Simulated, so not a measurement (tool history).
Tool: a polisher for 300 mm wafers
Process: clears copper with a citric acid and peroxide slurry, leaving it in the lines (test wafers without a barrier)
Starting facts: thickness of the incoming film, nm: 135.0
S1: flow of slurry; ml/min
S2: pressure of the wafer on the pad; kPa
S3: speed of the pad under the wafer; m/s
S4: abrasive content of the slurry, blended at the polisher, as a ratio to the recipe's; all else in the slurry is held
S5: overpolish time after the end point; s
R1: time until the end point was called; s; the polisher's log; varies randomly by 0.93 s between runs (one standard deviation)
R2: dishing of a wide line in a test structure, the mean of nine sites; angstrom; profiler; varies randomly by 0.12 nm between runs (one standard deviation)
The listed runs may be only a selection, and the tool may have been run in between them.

run	hour	S1	S2	S3	S4	S5	R1	R2
1	0.0	180	17.2	0.92	1.0	10	88.857	111.030
2	1.7	185	17.2	0.92	1.0	8	88.088	86.807
3	6.4	185	20.7	0.92	1.0	8	73.233	101.490
4	8.9	185	20.0	0.92	1.0	7	76.546	87.866
5	17.4	185	19.3	0.92	1.0	6	79.216	73.245
6	18.2	185	18.6	0.92	1.0	6	82.584	69.190
7	27.0	185	17.9	0.92	1.0	6	85.166	68.068

Run 8 is up next; what results do you expect?
8	30.9	185	17.2	0.92	1.0	6	?	?

Logged for run 8: R1 89.032 s, R2 63.983 angstrom.
